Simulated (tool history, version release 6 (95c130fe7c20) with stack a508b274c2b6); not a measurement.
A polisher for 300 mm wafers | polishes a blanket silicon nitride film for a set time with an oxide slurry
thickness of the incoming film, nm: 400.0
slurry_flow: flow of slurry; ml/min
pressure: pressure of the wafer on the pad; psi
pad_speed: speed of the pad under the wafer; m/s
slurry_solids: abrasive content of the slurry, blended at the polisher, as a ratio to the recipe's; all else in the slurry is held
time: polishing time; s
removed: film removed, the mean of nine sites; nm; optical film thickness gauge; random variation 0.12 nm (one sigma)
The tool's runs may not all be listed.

| run | hour | slurry_flow | pressure | pad_speed | slurry_solids | time | removed |
|---|---|---|---|---|---|---|---|
| 1 | 0 | 260 | 2.3 | 1.02 | 1 | 43 | 20.191 |
| 2 | 1.2 | 260 | 2.6 | 1.02 | 1 | 43 | 23.037 |
| 3 | 8.1 | 260 | 2.6 | 1.02 | 1 | 43 | 22.958 |
| 4 | 14.6 | 260 | 2.6 | 1.24 | 1 | 43 | 26.467 |
| 5 | 18.6 | 255 | 2.3 | 1.24 | 1 | 43 | 23.03 |
| 6 | 27.4 | 245 | 2.1 | 1.24 | 1 | 43 | 21.188 |
| 7 | 32.2 | 240 | 2 | 1.24 | 1 | 43 | 20.276 |

Forecast run 8:
| 8 | 37.4 | 240 | 1.9 | 1.24 | 1 | 43 | ? |

{"run 8": {"removed": 19.201}}

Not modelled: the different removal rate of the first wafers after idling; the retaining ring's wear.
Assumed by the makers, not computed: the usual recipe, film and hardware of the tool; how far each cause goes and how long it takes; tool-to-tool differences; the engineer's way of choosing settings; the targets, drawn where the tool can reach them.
